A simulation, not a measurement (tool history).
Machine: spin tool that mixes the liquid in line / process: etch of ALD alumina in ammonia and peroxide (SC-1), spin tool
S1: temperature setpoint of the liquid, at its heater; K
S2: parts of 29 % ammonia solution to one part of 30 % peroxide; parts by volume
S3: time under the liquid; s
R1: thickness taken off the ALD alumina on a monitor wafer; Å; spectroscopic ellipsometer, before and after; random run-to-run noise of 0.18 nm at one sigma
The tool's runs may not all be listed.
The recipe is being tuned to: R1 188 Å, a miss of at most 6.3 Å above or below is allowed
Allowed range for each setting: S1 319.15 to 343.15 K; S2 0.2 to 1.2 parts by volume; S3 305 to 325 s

run,hour,S1,S2,S3,R1
1,0,335.15,0.7,305,356.57
2,0.9,331.15,0.7,305,290.47
3,8.7,337.65,0.7,305,411.26
4,16.1,337.65,0.7,305,396.92
5,18,337.65,0.45,305,391.82
6,26.7,337.65,0.55,305,395.7
7,31.1,332.65,0.55,305,309.35
8,35.1,329.15,0.55,305,255.65
9,38.1,327.15,0.55,305,232.63
10,39.8,322.15,0.55,305,173.59
11,43.2,322.65,0.55,305,180.18

Which single option among these 5 for the next run brings every result within its allowed miss of target? Just one does.
A,46.6,324.65,0.3,305,?
B,46.6,325.15,0.55,305,?
C,46.6,320.65,0.5,325,?
D,46.6,322.15,0.65,305,?
E,46.6,322.15,0.45,305,?

move,R1
A,189.35
B,206.1
C,169.84
D,177.65
E,171.54
A: all results in spec
B: takes the result that was furthest off past its target
C: lands further from the targets than the last run did
D: lands further from the targets than the last run did
E: lands further from the targets than the last run did
The right move is A.
